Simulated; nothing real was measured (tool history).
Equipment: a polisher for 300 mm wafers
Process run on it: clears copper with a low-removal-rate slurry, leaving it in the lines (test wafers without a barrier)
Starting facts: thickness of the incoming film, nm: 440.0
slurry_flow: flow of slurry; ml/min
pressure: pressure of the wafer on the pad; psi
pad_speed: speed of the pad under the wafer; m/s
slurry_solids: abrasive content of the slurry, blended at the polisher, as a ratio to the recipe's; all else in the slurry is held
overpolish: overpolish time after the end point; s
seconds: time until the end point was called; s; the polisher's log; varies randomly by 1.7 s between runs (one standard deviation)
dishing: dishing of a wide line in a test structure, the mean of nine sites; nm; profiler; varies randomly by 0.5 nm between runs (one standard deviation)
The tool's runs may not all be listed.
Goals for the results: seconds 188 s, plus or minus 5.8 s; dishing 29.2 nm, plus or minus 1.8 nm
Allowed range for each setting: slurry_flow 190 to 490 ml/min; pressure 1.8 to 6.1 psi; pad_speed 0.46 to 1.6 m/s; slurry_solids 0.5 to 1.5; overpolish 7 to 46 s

run  hour  slurry_flow  pressure  pad_speed  slurry_solids  overpolish  seconds  dishing
  1     0          315       3.9       1.02              1          24   134.67   30.024
  2   4.1          315       3.6       1.02              1          25   145.39   30.485
  3   9.4          315       3.4       1.02              1          25   150.83   29.468
  4    15          315       2.8       1.02              1          25   176.68   27.553
  5  18.6          315       2.8       1.02              1          26    176.2   27.349
  6  23.6          315       2.8       1.02           1.15          26   170.28   28.233
  7  28.7          315       2.7       1.02           1.15          27   176.37   27.963
  8    30          315       2.7       1.02           1.15          27   176.55   28.515
  9  33.7          315       2.7       1.02           1.15          28   176.72   29.065
 10  41.3          315       2.6       1.02           1.15          29   177.82   28.953

Consider the 5 candidate settings below. Which is the only one whose results all fall within their allowed miss of target?
  A  48.9          290       2.5       1.12           1.15          22        ?        ?
  B  48.9          295       3.6       0.82           1.05          29        ?        ?
  C  48.9          325       2.5       1.08           1.25          30        ?        ?
  D  48.9          370       2.5       1.02              1          33        ?        ?
  E  48.9          325       3.4       0.86           1.25          43        ?        ?

move  seconds  dishing
   A   170.64   25.716
   B   177.33   28.964
   C   172.26   29.014
   D    188.5   29.065
   E   169.87   32.748
A: moves away from the targets compared with the last run
B: no nearer and no further than the last run
C: moves away from the targets compared with the last run
D: meets every target
E: moves away from the targets compared with the last run
The move that meets every target is D.

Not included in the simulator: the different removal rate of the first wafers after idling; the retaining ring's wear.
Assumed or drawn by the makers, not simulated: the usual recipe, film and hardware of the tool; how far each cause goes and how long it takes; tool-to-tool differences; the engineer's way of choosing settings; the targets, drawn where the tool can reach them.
